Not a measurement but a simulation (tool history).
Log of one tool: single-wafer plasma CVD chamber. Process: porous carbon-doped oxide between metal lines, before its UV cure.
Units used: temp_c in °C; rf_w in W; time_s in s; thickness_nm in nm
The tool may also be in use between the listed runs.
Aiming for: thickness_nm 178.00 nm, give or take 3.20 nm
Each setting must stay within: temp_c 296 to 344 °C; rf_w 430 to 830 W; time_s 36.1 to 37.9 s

run 1 hour=0.0 | temp_c=320 rf_w=630 time_s=37.9 | thickness_nm=204.29
run 2 hour=0.8 | temp_c=320 rf_w=595 time_s=37.9 | thickness_nm=194.89
run 3 hour=9.3 | temp_c=320 rf_w=630 time_s=37.9 | thickness_nm=203.39
run 4 hour=13.1 | temp_c=320 rf_w=630 time_s=37.9 | thickness_nm=202.46
run 5 hour=14.2 | temp_c=313 rf_w=630 time_s=37.9 | thickness_nm=207.42
run 6 hour=17.6 | temp_c=315 rf_w=620 time_s=37.9 | thickness_nm=205.29
run 7 hour=22.6 | temp_c=317 rf_w=615 time_s=37.9 | thickness_nm=202.27
run 8 hour=28.7 | temp_c=319 rf_w=610 time_s=37.9 | thickness_nm=199.79

Exactly one of the 5 candidate moves below puts every result within its allowed miss. Which one?
run A hour=34.8 | temp_c=299 rf_w=575 time_s=37.3 | thickness_nm=?
run B hour=34.8 | temp_c=333 rf_w=595 time_s=37.0 | thickness_nm=?
run C hour=34.8 | temp_c=323 rf_w=605 time_s=36.7 | thickness_nm=?
run D hour=34.8 | temp_c=327 rf_w=525 time_s=36.1 | thickness_nm=?
run E hour=34.8 | temp_c=321 rf_w=470 time_s=37.2 | thickness_nm=?

move=A thickness_nm=212.23
move=B thickness_nm=177.73
move=C thickness_nm=187.32
move=D thickness_nm=166.57
move=E thickness_nm=166.25
A: moves away from the targets compared with the last run
B: hits every target within its allowed miss
C: gains on the last run, yet a result remains outside its allowed miss
D: moves the result that the last run missed by most past its target, out the other side
E: moves the result that the last run missed by most past its target, out the other side
So the answer is move B, the one that meets all the targets.
